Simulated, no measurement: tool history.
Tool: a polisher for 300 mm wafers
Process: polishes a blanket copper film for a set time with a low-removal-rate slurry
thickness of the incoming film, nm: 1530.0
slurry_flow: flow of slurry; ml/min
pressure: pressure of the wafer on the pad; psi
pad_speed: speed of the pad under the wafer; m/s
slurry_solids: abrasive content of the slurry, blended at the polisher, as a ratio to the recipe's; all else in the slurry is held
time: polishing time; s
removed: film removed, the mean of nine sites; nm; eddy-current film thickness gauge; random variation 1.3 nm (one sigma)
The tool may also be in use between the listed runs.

run 1 hour=0.0 | slurry_flow=305 pressure=2.8 pad_speed=0.96 slurry_solids=1.0 time=78 | removed=220.48
run 2 hour=4.9 | slurry_flow=305 pressure=2.8 pad_speed=1.20 slurry_solids=1.0 time=78 | removed=274.05
run 3 hour=9.3 | slurry_flow=305 pressure=2.6 pad_speed=1.20 slurry_solids=1.0 time=78 | removed=251.88
run 4 hour=13.1 | slurry_flow=305 pressure=2.6 pad_speed=1.20 slurry_solids=0.9 time=78 | removed=249.63
run 5 hour=18.7 | slurry_flow=305 pressure=2.6 pad_speed=1.20 slurry_solids=0.9 time=83 | removed=262.35
run 6 hour=21.2 | slurry_flow=305 pressure=2.6 pad_speed=1.20 slurry_solids=0.9 time=78 | removed=246.31
run 7 hour=26.8 | slurry_flow=305 pressure=2.5 pad_speed=1.20 slurry_solids=0.9 time=78 | removed=237.63

Forecast run 8:
run 8 hour=29.5 | slurry_flow=305 pressure=2.5 pad_speed=1.20 slurry_solids=0.9 time=78 | removed=?

removed: 240.12 nm
